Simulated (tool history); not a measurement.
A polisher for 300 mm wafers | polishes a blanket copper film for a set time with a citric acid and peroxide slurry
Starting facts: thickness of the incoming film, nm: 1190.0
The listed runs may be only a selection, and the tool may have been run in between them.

| run | hour | flow of slurry (ml/min) | pressure of the wafer on the pad (kPa) | speed of the pad under the wafer (m/s) | abrasive content of the slurry | polishing time (s) | film removed (angstrom) |
|---|---|---|---|---|---|---|---|
| 1 | 0 | 130 | 18.6 | 1.1 | 1 | 74 | 1761.3 |
| 2 | 4 | 105 | 18.6 | 1.1 | 1 | 74 | 1643.3 |
| 3 | 11.3 | 115 | 18.6 | 1.1 | 1 | 74 | 1700.2 |
| 4 | 12.5 | 115 | 18.6 | 1.1 | 1 | 74 | 1696.4 |
| 5 | 20 | 115 | 18.6 | 0.84 | 1 | 74 | 1311.7 |
| 6 | 24.2 | 105 | 18.6 | 0.84 | 1 | 74 | 1295.7 |
| 7 | 25.4 | 105 | 18.6 | 0.84 | 1 | 74 | 1280.7 |
| 8 | 28.3 | 115 | 19.3 | 0.84 | 1 | 74 | 1358.2 |
| 9 | 34.2 | 115 | 19.3 | 0.84 | 1 | 74 | 1363.3 |
| 10 | 39.1 | 125 | 20 | 0.84 | 1 | 74 | 1437.9 |
| 11 | 43.3 | 130 | 20.7 | 0.84 | 1 | 74 | 1481.2 |
| 12 | 43.8 | 135 | 21.4 | 0.84 | 1 | 74 | 1567.8 |
| 13 | 49.4 | 140 | 22.1 | 0.84 | 1 | 74 | 1633 |

Run 14 has not been measured yet. What should we expect?
| 14 | 51.2 | 145 | 22.8 | 0.84 | 1 | 74 | ? |

{"run 14": {"film removed (angstrom)": 1689.2}}
